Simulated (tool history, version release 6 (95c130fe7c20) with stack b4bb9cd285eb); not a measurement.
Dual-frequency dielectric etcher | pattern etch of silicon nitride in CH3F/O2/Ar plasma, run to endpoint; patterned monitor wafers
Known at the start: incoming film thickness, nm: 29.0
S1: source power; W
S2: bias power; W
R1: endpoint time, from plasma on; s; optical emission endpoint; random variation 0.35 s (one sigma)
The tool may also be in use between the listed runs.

{"run": 1, "day": 0.0, "S1": 450, "S2": 101, "R1": 41.455}
{"run": 2, "day": 0.129, "S1": 450, "S2": 85, "R1": 43.93}
{"run": 3, "day": 0.292, "S1": 450, "S2": 99, "R1": 41.515}
{"run": 4, "day": 0.354, "S1": 430, "S2": 98, "R1": 42.374}
{"run": 5, "day": 0.7, "S1": 420, "S2": 96, "R1": 43.094}
{"run": 6, "day": 0.892, "S1": 410, "S2": 95, "R1": 42.748}
{"run": 7, "day": 1.096, "S1": 400, "S2": 91, "R1": 44.581}
{"run": 8, "day": 1.196, "S1": 390, "S2": 90, "R1": 44.465}
{"run": 9, "day": 1.258, "S1": 380, "S2": 88, "R1": 45.522}
{"run": 10, "day": 1.417, "S1": 380, "S2": 88, "R1": 46.378}
{"run": 11, "day": 1.479, "S1": 360, "S2": 87, "R1": 46.495}
{"day": 1.621, "done": "bias power generator calibrated"}
{"run": 12, "day": 1.621, "S1": 350, "S2": 87, "R1": 46.163}

Forecast run 13:
{"run": 13, "day": 1.821, "S1": 350, "S2": 86, "R1": "?"}

{"run 13": {"R1": 46.005}}

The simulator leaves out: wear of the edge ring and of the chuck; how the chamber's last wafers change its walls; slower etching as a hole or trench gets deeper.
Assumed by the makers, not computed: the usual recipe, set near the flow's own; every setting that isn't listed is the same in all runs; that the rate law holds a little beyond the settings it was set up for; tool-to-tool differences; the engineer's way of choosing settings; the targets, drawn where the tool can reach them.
